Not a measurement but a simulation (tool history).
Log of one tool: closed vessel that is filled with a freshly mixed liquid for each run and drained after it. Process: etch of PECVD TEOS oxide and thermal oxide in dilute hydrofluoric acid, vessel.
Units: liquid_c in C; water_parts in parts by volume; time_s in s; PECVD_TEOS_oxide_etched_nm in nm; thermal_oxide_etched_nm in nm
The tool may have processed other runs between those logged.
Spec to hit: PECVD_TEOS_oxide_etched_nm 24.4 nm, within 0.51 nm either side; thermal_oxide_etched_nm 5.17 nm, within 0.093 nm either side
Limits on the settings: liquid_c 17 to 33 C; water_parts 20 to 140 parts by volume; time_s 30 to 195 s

run 1 hour=0 | liquid_c=25 water_parts=75 time_s=100 | PECVD_TEOS_oxide_etched_nm=30.088 thermal_oxide_etched_nm=6.3619
run 2 hour=3.7 | liquid_c=23.5 water_parts=75 time_s=100 | PECVD_TEOS_oxide_etched_nm=28.385 thermal_oxide_etched_nm=6.0017
run 3 hour=7.3 | liquid_c=22.5 water_parts=75 time_s=100 | PECVD_TEOS_oxide_etched_nm=27.286 thermal_oxide_etched_nm=5.7843
run 4 hour=11 | liquid_c=20.5 water_parts=75 time_s=100 | PECVD_TEOS_oxide_etched_nm=24.95 thermal_oxide_etched_nm=5.3097
run 5 hour=12.4 | liquid_c=20.5 water_parts=75 time_s=120 | PECVD_TEOS_oxide_etched_nm=30.065 thermal_oxide_etched_nm=6.3493
run 6 hour=17.9 | liquid_c=20.5 water_parts=45 time_s=120 | PECVD_TEOS_oxide_etched_nm=52.507 thermal_oxide_etched_nm=10.994
run 7 hour=24.9 | liquid_c=19.5 water_parts=55 time_s=120 | PECVD_TEOS_oxide_etched_nm=40.244 thermal_oxide_etched_nm=8.51
run 8 hour=30 | liquid_c=19 water_parts=60 time_s=120 | PECVD_TEOS_oxide_etched_nm=36.017 thermal_oxide_etched_nm=7.5903
run 9 hour=37.9 | liquid_c=17 water_parts=85 time_s=120 | PECVD_TEOS_oxide_etched_nm=22.427 thermal_oxide_etched_nm=4.7785
run 10 hour=41.4 | liquid_c=17.5 water_parts=85 time_s=120 | PECVD_TEOS_oxide_etched_nm=23.159 thermal_oxide_etched_nm=4.8825
run 11 hour=46.2 | liquid_c=18 water_parts=85 time_s=120 | PECVD_TEOS_oxide_etched_nm=23.516 thermal_oxide_etched_nm=5.0046

Consider the 4 candidate settings below. Which is the only one whose results all fall within their allowed miss of target?
run A hour=51 | liquid_c=20 water_parts=80 time_s=110 | PECVD_TEOS_oxide_etched_nm=? thermal_oxide_etched_nm=?
run B hour=51 | liquid_c=18 water_parts=80 time_s=120 | PECVD_TEOS_oxide_etched_nm=? thermal_oxide_etched_nm=?
run C hour=51 | liquid_c=21.5 water_parts=60 time_s=70 | PECVD_TEOS_oxide_etched_nm=? thermal_oxide_etched_nm=?
run D hour=51 | liquid_c=17 water_parts=120 time_s=190 | PECVD_TEOS_oxide_etched_nm=? thermal_oxide_etched_nm=?

move=A PECVD_TEOS_oxide_etched_nm=25.157 thermal_oxide_etched_nm=5.321
move=B PECVD_TEOS_oxide_etched_nm=25.235 thermal_oxide_etched_nm=5.3373
move=C PECVD_TEOS_oxide_etched_nm=23.269 thermal_oxide_etched_nm=4.9215
move=D PECVD_TEOS_oxide_etched_nm=24.488 thermal_oxide_etched_nm=5.1794
A: takes the biggest miss from the last run beyond its target
B: takes the biggest miss from the last run beyond its target
C: lands further from the targets than the last run did
D: every result within its allowed miss
Correct choice: D, which meets every target

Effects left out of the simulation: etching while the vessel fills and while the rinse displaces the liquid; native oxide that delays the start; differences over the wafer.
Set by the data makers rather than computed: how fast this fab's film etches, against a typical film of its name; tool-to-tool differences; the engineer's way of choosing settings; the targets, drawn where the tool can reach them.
